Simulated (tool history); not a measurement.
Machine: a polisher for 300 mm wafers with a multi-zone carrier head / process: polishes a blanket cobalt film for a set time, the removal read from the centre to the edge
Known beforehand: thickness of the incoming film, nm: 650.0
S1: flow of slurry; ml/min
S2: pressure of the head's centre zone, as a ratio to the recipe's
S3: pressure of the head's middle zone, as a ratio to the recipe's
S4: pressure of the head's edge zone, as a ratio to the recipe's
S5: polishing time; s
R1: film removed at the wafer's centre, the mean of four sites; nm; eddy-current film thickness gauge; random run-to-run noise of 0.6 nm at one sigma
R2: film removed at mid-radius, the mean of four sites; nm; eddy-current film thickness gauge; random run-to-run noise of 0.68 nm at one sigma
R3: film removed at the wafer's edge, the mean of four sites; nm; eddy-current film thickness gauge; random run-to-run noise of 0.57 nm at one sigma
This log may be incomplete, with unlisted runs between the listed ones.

run,hour,S1,S2,S3,S4,S5,R1,R2,R3
1,0.0,130,1.00,1.00,1.00,43,145.43,145.14,146.25
2,7.9,130,0.94,1.00,1.00,43,138.70,146.08,144.76
3,10.4,130,0.94,0.96,1.00,43,137.97,142.18,146.04
4,18.3,130,0.94,0.96,1.00,49,158.38,160.39,166.33
5,26.9,130,0.94,0.96,1.00,56,180.95,183.30,191.54
6,31.7,100,0.94,0.96,1.00,56,172.09,176.45,184.42
7,36.1,95,0.96,1.01,0.90,44,135.89,142.14,136.52
8,36.7,95,0.96,1.01,0.88,41,124.95,131.51,126.67

For run 9, what comes out?
9,37.6,100,0.97,1.02,0.87,38,?,?,?

R1: 118.91 nm
R2: 125.18 nm
R3: 117.22 nm
